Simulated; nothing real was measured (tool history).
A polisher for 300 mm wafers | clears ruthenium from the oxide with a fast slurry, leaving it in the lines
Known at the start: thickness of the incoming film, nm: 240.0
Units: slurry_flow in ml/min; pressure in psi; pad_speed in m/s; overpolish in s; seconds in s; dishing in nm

run	hour	slurry_flow	pressure	pad_speed	slurry_solids	overpolish	seconds	dishing
1	0.0	130	2.5	1.14	1.00	19	60.739	36.253
2	5.3	130	2.4	1.14	1.00	18	62.626	34.114
3	7.3	130	2.3	1.14	1.00	18	64.605	33.440
4	12.3	130	2.3	1.14	0.85	18	68.163	32.209
5	14.1	130	2.2	1.14	0.85	18	68.573	31.699
6	15.3	130	2.6	1.14	0.85	18	62.319	34.233
7	23.2	130	2.5	1.14	0.85	18	63.392	33.972
8	26.2	130	2.4	1.14	0.85	18	64.367	32.096
9	27.4	105	1.7	1.12	0.85	17	86.721	27.861

The next listed run, before its measurement:
10	32.4	110	1.7	1.12	0.85	15	?	?

{"run 10": {"seconds": 84.336, "dishing": 25.46}}
